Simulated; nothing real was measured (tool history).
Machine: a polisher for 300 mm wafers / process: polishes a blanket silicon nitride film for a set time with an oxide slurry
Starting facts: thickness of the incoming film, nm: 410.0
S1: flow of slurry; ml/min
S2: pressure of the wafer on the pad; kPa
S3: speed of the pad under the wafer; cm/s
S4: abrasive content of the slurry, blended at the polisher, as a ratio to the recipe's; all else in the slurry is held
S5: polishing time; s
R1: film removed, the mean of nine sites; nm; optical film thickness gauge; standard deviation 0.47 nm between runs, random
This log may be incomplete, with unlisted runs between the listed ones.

run 1 hour=0 | S1=205 S2=17.2 S3=112 S4=1 S5=127 | R1=69.278
run 2 hour=8.2 | S1=205 S2=15.2 S3=112 S4=1 S5=127 | R1=63.549
run 3 hour=12 | S1=175 S2=15.2 S3=112 S4=1 S5=127 | R1=61.398
run 4 hour=14.7 | S1=175 S2=15.2 S3=112 S4=0.9 S5=127 | R1=58.054
run 5 hour=21 | S1=175 S2=13.8 S3=108 S4=0.9 S5=127 | R1=51.867
run 6 hour=28.7 | S1=175 S2=12.4 S3=106 S4=0.9 S5=127 | R1=48.747
run 7 hour=32.1 | S1=175 S2=11.7 S3=104 S4=0.9 S5=127 | R1=47.277

Predict the results of run 8:
run 8 hour=35.3 | S1=175 S2=11 S3=100 S4=0.9 S5=127 | R1=?

R1: 42.264 nm
